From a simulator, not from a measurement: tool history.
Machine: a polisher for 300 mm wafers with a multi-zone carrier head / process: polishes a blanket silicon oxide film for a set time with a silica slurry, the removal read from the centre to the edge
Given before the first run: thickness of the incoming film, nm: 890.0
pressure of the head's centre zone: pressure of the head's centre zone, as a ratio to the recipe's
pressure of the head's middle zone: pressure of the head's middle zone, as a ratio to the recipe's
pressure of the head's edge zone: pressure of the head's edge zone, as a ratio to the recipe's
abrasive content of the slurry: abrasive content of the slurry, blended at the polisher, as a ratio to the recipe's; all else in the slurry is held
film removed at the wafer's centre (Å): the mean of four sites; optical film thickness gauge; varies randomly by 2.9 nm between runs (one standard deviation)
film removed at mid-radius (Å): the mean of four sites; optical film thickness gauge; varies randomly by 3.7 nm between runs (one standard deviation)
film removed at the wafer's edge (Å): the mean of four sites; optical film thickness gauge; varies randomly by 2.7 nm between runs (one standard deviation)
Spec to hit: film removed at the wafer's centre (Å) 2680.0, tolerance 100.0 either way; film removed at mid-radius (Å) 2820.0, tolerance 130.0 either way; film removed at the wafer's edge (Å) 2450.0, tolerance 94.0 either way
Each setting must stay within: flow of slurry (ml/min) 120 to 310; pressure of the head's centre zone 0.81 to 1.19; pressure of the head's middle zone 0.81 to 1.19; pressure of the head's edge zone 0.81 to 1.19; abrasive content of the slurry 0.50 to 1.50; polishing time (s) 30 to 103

run  hour  flow of slurry (ml/min)  pressure of the head's centre zone  pressure of the head's middle zone  pressure of the head's edge zone  abrasive content of the slurry  polishing time (s)  film removed at the wafer's centre (Å)  film removed at mid-radius (Å)  film removed at the wafer's edge (Å)
  1   0.0                      200                                1.00                                1.00                              1.00                            1.00                  66                                  3330.9                          3321.9                                3320.8
  2   6.5                      175                                1.00                                1.00                              1.00                            1.00                  66                                  3217.9                          3258.7                                3353.3
  3   9.7                      175                                1.00                                1.07                              1.00                            1.00                  66                                  3176.5                          3390.3                                3284.8
  4  18.4                      190                                1.01                                1.08                              0.96                            0.85                  65                                  3014.3                          3371.1                                3002.8
  5  22.7                      190                                1.01                                1.08                              0.96                            0.85                  57                                  2707.3                          2811.3                                2630.5
  6  25.2                      190                                1.01                                1.08                              0.96                            0.85                  43                                  2011.7                          2146.9                                1974.9
  7  29.0                      205                                1.03                                1.11                              0.98                            1.00                  43                                  2181.0                          2403.2                                2188.7
  8  32.6                      220                                1.07                                1.12                              0.99                            1.05                  43                                  2269.5                          2498.3                                2207.6
  9  39.3                      225                                1.10                                1.12                              0.99                            1.15                  43                                  2444.7                          2539.7                                2290.3
 10  44.4                      230                                1.11                                1.13                              0.99                            1.20                  43                                  2494.8                          2595.7                                2324.4
 11  50.4                      235                                1.12                                1.14                              0.99                            1.25                  43                                  2515.4                          2631.0                                2362.4

Pick the move, out of 5, that brings all results within their allowed miss; only one does.
  A  56.4                      235                                1.12                                1.13                              0.92                            1.20                  46                                       ?                               ?                                     ?
  B  56.4                      240                                1.19                                0.99                              1.04                            1.40                  42                                       ?                               ?                                     ?
  C  56.4                      150                                1.01                                1.05                              1.19                            1.40                  43                                       ?                               ?                                     ?
  D  56.4                      220                                0.94                                1.19                              1.09                            1.15                  46                                       ?                               ?                                     ?
  E  56.4                      200                                1.02                                1.19                              1.01                            1.35                  41                                       ?                               ?                                     ?

move  film removed at the wafer's centre (Å)  film removed at mid-radius (Å)  film removed at the wafer's edge (Å)
   A                                  2682.1                          2740.7                                2377.3
   B                                  2694.5                          2365.5                                2406.8
   C                                  2349.8                          2426.7                                2509.1
   D                                  2345.9                          2804.5                                2482.7
   E                                  2305.9                          2621.3                                2258.3
A: in spec on every target
B: puts the biggest miss on target and leaves a different result outside tolerance
C: moves away from the targets compared with the last run
D: moves away from the targets compared with the last run
E: moves away from the targets compared with the last run
A meets every target.

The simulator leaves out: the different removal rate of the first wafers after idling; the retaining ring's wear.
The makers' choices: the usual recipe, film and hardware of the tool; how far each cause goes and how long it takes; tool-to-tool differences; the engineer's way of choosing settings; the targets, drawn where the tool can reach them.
